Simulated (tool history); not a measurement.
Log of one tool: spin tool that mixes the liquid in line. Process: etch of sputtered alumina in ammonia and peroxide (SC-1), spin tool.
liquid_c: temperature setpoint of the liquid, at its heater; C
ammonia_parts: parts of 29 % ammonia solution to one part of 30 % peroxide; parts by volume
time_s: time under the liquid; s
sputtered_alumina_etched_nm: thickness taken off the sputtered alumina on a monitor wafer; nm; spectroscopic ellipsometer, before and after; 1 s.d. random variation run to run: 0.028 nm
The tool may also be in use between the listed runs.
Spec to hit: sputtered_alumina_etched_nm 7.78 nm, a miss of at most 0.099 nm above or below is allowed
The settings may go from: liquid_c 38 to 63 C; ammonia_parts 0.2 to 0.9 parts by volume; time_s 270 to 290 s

run 1 hour=0 | liquid_c=47 ammonia_parts=0.5 time_s=270 | sputtered_alumina_etched_nm=12.681
run 2 hour=1 | liquid_c=47 ammonia_parts=0.5 time_s=270 | sputtered_alumina_etched_nm=12.692
run 3 hour=7.3 | liquid_c=47 ammonia_parts=0.35 time_s=270 | sputtered_alumina_etched_nm=12.318
run 4 hour=11.4 | liquid_c=45.5 ammonia_parts=0.35 time_s=270 | sputtered_alumina_etched_nm=11.26
run 5 hour=18.2 | liquid_c=44.5 ammonia_parts=0.35 time_s=270 | sputtered_alumina_etched_nm=10.678
run 6 hour=21.8 | liquid_c=43.5 ammonia_parts=0.35 time_s=270 | sputtered_alumina_etched_nm=10.062
run 7 hour=24.2 | liquid_c=38 ammonia_parts=0.35 time_s=270 | sputtered_alumina_etched_nm=7.2699
run 8 hour=26.9 | liquid_c=38.5 ammonia_parts=0.35 time_s=270 | sputtered_alumina_etched_nm=7.5424
run 9 hour=28.1 | liquid_c=38.5 ammonia_parts=0.35 time_s=270 | sputtered_alumina_etched_nm=7.5577

Which one of the following 4 next-run settings gets every result inside its allowed miss? There is exactly one.
run A hour=29.3 | liquid_c=39 ammonia_parts=0.35 time_s=280 | sputtered_alumina_etched_nm=?
run B hour=29.3 | liquid_c=39 ammonia_parts=0.25 time_s=270 | sputtered_alumina_etched_nm=?
run C hour=29.3 | liquid_c=38 ammonia_parts=0.45 time_s=270 | sputtered_alumina_etched_nm=?
run D hour=29.3 | liquid_c=38 ammonia_parts=0.45 time_s=280 | sputtered_alumina_etched_nm=?

move=A sputtered_alumina_etched_nm=8.0699
move=B sputtered_alumina_etched_nm=7.5351
move=C sputtered_alumina_etched_nm=7.5092
move=D sputtered_alumina_etched_nm=7.7873
A: the result that was furthest off in the last run now lies on the other side of its target
B: moves away from the targets compared with the last run
C: moves away from the targets compared with the last run
D: all results in spec
D meets every target.
